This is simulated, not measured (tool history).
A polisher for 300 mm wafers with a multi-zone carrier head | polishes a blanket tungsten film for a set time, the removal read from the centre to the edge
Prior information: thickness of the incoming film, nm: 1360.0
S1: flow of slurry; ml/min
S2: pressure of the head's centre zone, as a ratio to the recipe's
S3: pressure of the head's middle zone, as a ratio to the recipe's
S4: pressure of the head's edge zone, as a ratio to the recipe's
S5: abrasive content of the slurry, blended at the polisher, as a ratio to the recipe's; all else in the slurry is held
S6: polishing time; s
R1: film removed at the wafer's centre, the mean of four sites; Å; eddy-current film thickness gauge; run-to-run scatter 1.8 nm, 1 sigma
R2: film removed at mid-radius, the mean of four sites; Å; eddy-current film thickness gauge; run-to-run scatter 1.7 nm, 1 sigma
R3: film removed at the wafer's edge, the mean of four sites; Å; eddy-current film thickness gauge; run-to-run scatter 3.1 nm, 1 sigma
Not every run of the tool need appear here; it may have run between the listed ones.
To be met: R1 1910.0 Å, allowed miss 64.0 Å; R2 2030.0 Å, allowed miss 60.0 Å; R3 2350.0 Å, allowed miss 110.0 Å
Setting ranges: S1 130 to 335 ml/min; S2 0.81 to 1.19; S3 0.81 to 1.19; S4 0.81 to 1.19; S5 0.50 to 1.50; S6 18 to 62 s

run	hour	S1	S2	S3	S4	S5	S6	R1	R2	R3
1	0.0	215	1.00	1.00	1.00	1.00	40	2428.4	2406.9	2544.8
2	2.9	210	0.98	0.98	1.00	0.95	40	2339.9	2340.7	2466.0
3	9.1	205	0.96	0.96	1.01	0.95	40	2290.9	2291.3	2504.9
4	11.6	205	0.96	0.96	0.96	0.95	40	2272.3	2308.2	2463.3
5	19.8	200	0.94	0.95	0.96	0.95	40	2220.0	2263.9	2368.4
6	28.3	200	0.94	0.95	0.96	0.95	48	2647.2	2738.3	2919.5
7	31.6	195	0.92	0.93	0.96	0.90	48	2549.2	2632.1	2880.5
8	38.0	190	0.90	0.92	0.95	0.85	48	2446.8	2532.3	2763.4
9	41.4	145	0.81	0.86	1.00	0.60	46	1796.4	1987.8	2430.5
10	47.1	150	0.82	0.86	0.99	0.60	46	1805.2	2043.6	2409.1
# hour 48.3: slurry nozzle cleaned
11	48.3	150	0.83	0.85	0.98	0.60	46	2015.4	2199.3	2536.9
12	55.7	160	0.86	0.86	1.00	0.50	42	1827.0	1940.4	2254.1
13	60.3	165	0.86	0.86	1.00	0.50	42	1845.2	1911.1	2211.3

Of the 4 settings listed for the next run, only one would bring every result within its allowed miss of target. Which one?
A	64.9	135	0.83	0.83	0.93	0.50	47	?	?	?
B	64.9	180	0.86	0.81	1.04	0.50	42	?	?	?
C	64.9	130	0.81	0.81	1.04	0.55	43	?	?	?
D	64.9	210	0.88	0.93	0.99	0.55	36	?	?	?

move	R1	R2	R3
A	1917.4	2074.8	2316.7
B	1875.0	1911.7	2262.2
C	1741.9	1900.6	2283.7
D	1730.2	1898.9	1970.9
A: each result inside its tolerance
B: no better and no worse than the last run
C: further off than the last run
D: further off than the last run
So the answer is move A, the one that meets all the targets.

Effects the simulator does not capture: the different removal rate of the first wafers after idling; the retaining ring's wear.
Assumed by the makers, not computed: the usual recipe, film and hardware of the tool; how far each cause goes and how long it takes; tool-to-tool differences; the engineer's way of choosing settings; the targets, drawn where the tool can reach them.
